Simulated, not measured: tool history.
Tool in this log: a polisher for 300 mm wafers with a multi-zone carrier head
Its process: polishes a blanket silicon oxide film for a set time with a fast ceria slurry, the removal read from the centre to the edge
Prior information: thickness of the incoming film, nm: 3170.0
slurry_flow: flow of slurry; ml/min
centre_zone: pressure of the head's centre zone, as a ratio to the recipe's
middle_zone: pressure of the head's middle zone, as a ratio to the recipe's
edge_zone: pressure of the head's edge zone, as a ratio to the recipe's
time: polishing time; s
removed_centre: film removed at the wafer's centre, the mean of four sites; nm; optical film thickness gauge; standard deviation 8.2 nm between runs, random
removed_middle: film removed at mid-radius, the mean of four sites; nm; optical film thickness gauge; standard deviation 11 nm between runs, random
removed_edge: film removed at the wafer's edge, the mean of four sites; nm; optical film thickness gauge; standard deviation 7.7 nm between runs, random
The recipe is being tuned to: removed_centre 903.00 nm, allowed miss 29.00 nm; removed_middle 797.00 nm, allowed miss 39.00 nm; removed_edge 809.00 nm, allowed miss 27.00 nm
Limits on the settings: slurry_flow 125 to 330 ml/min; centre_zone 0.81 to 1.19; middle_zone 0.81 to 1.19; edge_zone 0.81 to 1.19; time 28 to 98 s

run 1 day=0.000 | slurry_flow=210 centre_zone=1.00 middle_zone=1.00 edge_zone=1.00 time=63 | removed_centre=1176.60 removed_middle=1172.90 removed_edge=1092.40
run 2 day=0.025 | slurry_flow=210 centre_zone=1.00 middle_zone=1.00 edge_zone=1.00 time=51 | removed_centre=932.85 removed_middle=953.27 removed_edge=868.80
run 3 day=0.317 | slurry_flow=210 centre_zone=1.00 middle_zone=1.00 edge_zone=1.00 time=41 | removed_centre=757.68 removed_middle=767.94 removed_edge=702.82
run 4 day=0.688 | slurry_flow=245 centre_zone=1.00 middle_zone=1.00 edge_zone=1.00 time=41 | removed_centre=767.95 removed_middle=787.05 removed_edge=711.68
run 5 day=0.854 | slurry_flow=215 centre_zone=1.00 middle_zone=1.00 edge_zone=1.00 time=41 | removed_centre=753.81 removed_middle=774.14 removed_edge=699.53
run 6 day=1.042 | slurry_flow=220 centre_zone=1.01 middle_zone=1.00 edge_zone=1.01 time=41 | removed_centre=769.76 removed_middle=768.61 removed_edge=723.77
run 7 day=1.154 | slurry_flow=280 centre_zone=1.11 middle_zone=1.01 edge_zone=1.05 time=42 | removed_centre=901.68 removed_middle=823.15 removed_edge=754.52
run 8 day=1.512 | slurry_flow=280 centre_zone=1.11 middle_zone=1.01 edge_zone=1.06 time=42 | removed_centre=884.60 removed_middle=818.73 removed_edge=757.09
run 9 day=1.712 | slurry_flow=280 centre_zone=1.11 middle_zone=1.01 edge_zone=1.07 time=42 | removed_centre=900.81 removed_middle=824.70 removed_edge=765.12
run 10 day=1.858 | slurry_flow=280 centre_zone=1.11 middle_zone=1.01 edge_zone=1.08 time=42 | removed_centre=879.28 removed_middle=808.14 removed_edge=772.56

Which of these 5 next moves meets every target?
run A day=2.004 | slurry_flow=305 centre_zone=1.15 middle_zone=1.10 edge_zone=1.01 time=42 | removed_centre=? removed_middle=? removed_edge=?
run B day=2.004 | slurry_flow=280 centre_zone=1.14 middle_zone=1.04 edge_zone=1.07 time=39 | removed_centre=? removed_middle=? removed_edge=?
run C day=2.004 | slurry_flow=255 centre_zone=1.07 middle_zone=1.05 edge_zone=1.05 time=41 | removed_centre=? removed_middle=? removed_edge=?
run D day=2.004 | slurry_flow=240 centre_zone=0.97 middle_zone=0.91 edge_zone=1.17 time=46 | removed_centre=? removed_middle=? removed_edge=?
run E day=2.004 | slurry_flow=280 centre_zone=1.12 middle_zone=0.97 edge_zone=1.19 time=42 | removed_centre=? removed_middle=? removed_edge=?

move=A removed_centre=925.22 removed_middle=908.47 removed_edge=744.72
move=B removed_centre=843.02 removed_middle=797.10 removed_edge=703.30
move=C removed_centre=821.83 removed_middle=836.22 removed_edge=727.82
move=D removed_centre=827.55 removed_middle=825.92 removed_edge=850.45
move=E removed_centre=891.40 removed_middle=809.32 removed_edge=792.26
A: misses by more than the last run did
B: misses by more than the last run did
C: misses by more than the last run did
D: takes the biggest miss from the last run beyond its target
E: every result within its allowed miss
Correct choice: E, which meets every target

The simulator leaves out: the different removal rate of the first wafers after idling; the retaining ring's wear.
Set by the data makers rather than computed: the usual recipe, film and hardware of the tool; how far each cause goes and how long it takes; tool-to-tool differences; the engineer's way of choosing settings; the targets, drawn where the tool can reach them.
